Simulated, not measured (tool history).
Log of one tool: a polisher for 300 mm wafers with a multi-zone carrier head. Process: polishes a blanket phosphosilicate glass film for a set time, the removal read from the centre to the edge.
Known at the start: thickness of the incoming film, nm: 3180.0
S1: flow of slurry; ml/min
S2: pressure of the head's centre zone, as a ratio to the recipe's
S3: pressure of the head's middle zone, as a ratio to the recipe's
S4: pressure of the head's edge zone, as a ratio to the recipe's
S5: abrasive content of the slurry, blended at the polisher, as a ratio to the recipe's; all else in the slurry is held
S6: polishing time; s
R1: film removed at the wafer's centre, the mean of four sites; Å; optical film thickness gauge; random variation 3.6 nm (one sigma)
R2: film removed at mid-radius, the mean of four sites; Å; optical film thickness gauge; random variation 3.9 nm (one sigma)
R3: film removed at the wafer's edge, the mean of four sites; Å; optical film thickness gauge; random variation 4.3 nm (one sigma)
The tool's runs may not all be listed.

{"run": 1, "day": 0.0, "S1": 290, "S2": 1, "S3": 1, "S4": 1, "S5": 1, "S6": 41, "R1": 4072, "R2": 3795.3, "R3": 3720.4}
{"run": 2, "day": 0.108, "S1": 230, "S2": 1, "S3": 1, "S4": 1, "S5": 1, "S6": 41, "R1": 3968.3, "R2": 3658.2, "R3": 3720}
{"run": 3, "day": 0.238, "S1": 230, "S2": 1, "S3": 1, "S4": 1, "S5": 0.85, "S6": 41, "R1": 3696, "R2": 3408.5, "R3": 3486.1}
{"run": 4, "day": 0.483, "S1": 230, "S2": 1, "S3": 1, "S4": 1.03, "S5": 0.85, "S6": 41, "R1": 3777.8, "R2": 3432.5, "R3": 3561.7}
{"run": 5, "day": 0.829, "S1": 225, "S2": 0.98, "S3": 1, "S4": 1.04, "S5": 0.9, "S6": 41, "R1": 3711.9, "R2": 3503.3, "R3": 3609.8}
{"run": 6, "day": 0.992, "S1": 225, "S2": 0.98, "S3": 1, "S4": 1.04, "S5": 0.9, "S6": 35, "R1": 3110.7, "R2": 2971.2, "R3": 3082.4}
{"run": 7, "day": 1.1, "S1": 220, "S2": 0.97, "S3": 1, "S4": 1.05, "S5": 0.95, "S6": 36, "R1": 3319.3, "R2": 3106.1, "R3": 3214.9}
{"day": 1.242, "done": "centre zone pressure recalibrated"}
{"run": 8, "day": 1.242, "S1": 215, "S2": 0.95, "S3": 1, "S4": 1.06, "S5": 0.95, "S6": 37, "R1": 3025.5, "R2": 3137.7, "R3": 3312.7}

Run 9 comes next. What will it give?
{"run": 9, "day": 1.292, "S1": 235, "S2": 0.97, "S3": 1.02, "S4": 1.16, "S5": 1.2, "S6": 42, "R1": "?", "R2": "?", "R3": "?"}

{"run 9": {"R1": 3832.4, "R2": 4023.8, "R3": 4288}}
